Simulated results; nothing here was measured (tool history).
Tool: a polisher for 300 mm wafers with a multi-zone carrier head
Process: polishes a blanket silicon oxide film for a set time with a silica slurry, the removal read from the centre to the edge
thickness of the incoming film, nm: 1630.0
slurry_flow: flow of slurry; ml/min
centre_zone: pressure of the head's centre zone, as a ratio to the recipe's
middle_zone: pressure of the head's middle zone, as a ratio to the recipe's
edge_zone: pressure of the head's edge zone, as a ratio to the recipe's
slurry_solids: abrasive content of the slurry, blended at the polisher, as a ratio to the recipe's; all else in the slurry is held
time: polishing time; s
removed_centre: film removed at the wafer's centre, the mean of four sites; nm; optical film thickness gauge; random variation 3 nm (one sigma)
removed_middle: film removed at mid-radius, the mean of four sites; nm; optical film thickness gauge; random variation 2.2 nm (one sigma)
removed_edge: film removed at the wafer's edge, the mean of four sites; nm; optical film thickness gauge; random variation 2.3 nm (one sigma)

{"run": 1, "hour": 0.0, "slurry_flow": 230, "centre_zone": 1, "middle_zone": 1, "edge_zone": 1, "slurry_solids": 1, "time": 81, "removed_centre": 304.92, "removed_middle": 305.18, "removed_edge": 305.26}
{"run": 2, "hour": 2.4, "slurry_flow": 220, "centre_zone": 0.98, "middle_zone": 0.97, "edge_zone": 0.96, "slurry_solids": 0.95, "time": 81, "removed_centre": 293.16, "removed_middle": 289.66, "removed_edge": 286.44}
{"run": 3, "hour": 9.0, "slurry_flow": 220, "centre_zone": 0.98, "middle_zone": 0.97, "edge_zone": 0.96, "slurry_solids": 0.95, "time": 91, "removed_centre": 326.5, "removed_middle": 321.53, "removed_edge": 322.81}
{"run": 4, "hour": 16.2, "slurry_flow": 220, "centre_zone": 0.98, "middle_zone": 0.97, "edge_zone": 0.96, "slurry_solids": 1.1, "time": 91, "removed_centre": 353.31, "removed_middle": 355.52, "removed_edge": 354.56}
{"run": 5, "hour": 19.8, "slurry_flow": 210, "centre_zone": 0.95, "middle_zone": 0.93, "edge_zone": 0.94, "slurry_solids": 1, "time": 91, "removed_centre": 329.69, "removed_middle": 322.01, "removed_edge": 332.12}
{"run": 6, "hour": 28.1, "slurry_flow": 210, "centre_zone": 0.95, "middle_zone": 0.98, "edge_zone": 0.94, "slurry_solids": 1, "time": 91, "removed_centre": 332.04, "removed_middle": 338.19, "removed_edge": 334.44}
{"run": 7, "hour": 36.1, "slurry_flow": 210, "centre_zone": 0.93, "middle_zone": 0.95, "edge_zone": 0.92, "slurry_solids": 0.9, "time": 91, "removed_centre": 311.1, "removed_middle": 308.79, "removed_edge": 307.19}

Run 8 comes next. What will it give?
{"run": 8, "hour": 45.0, "slurry_flow": 205, "centre_zone": 0.9, "middle_zone": 0.93, "edge_zone": 0.91, "slurry_solids": 0.85, "time": 91, "removed_centre": "?", "removed_middle": "?", "removed_edge": "?"}

{"run 8": {"removed_centre": 286.4, "removed_middle": 289.96, "removed_edge": 294.59}}
